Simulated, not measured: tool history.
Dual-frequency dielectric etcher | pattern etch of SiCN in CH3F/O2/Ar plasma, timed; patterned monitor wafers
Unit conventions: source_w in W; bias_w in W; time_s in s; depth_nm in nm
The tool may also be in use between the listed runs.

Run 1, hour 0: source_w 510 W, bias_w 71 W, time_s 73 s. Result: depth_nm 29.157 nm.
Run 2, hour 1.7: source_w 510 W, bias_w 71 W, time_s 76 s. Result: depth_nm 30.299 nm.
Run 3, hour 7: source_w 590 W, bias_w 71 W, time_s 76 s. Result: depth_nm 32.957 nm.
Run 4, hour 15.2: source_w 590 W, bias_w 80 W, time_s 76 s. Result: depth_nm 34.194 nm.
Run 5, hour 16.9: source_w 590 W, bias_w 69 W, time_s 76 s. Result: depth_nm 32.817 nm.
Run 6, hour 23.2: source_w 510 W, bias_w 69 W, time_s 76 s. Result: depth_nm 30.091 nm.
Run 7, hour 28: source_w 500 W, bias_w 69 W, time_s 76 s. Result: depth_nm 29.613 nm.
Run 8, hour 29.6: source_w 490 W, bias_w 69 W, time_s 76 s. Result: depth_nm 29.225 nm.
Run 9, hour 34.7: source_w 480 W, bias_w 69 W, time_s 76 s. Result: depth_nm 29.05 nm.

Run 10, settings as shown, results not yet in. Your forecast:
Run 10, hour 35.8: source_w 470 W, bias_w 69 W, time_s 76 s. Result: depth_nm ?.

depth_nm: 28.509 nm
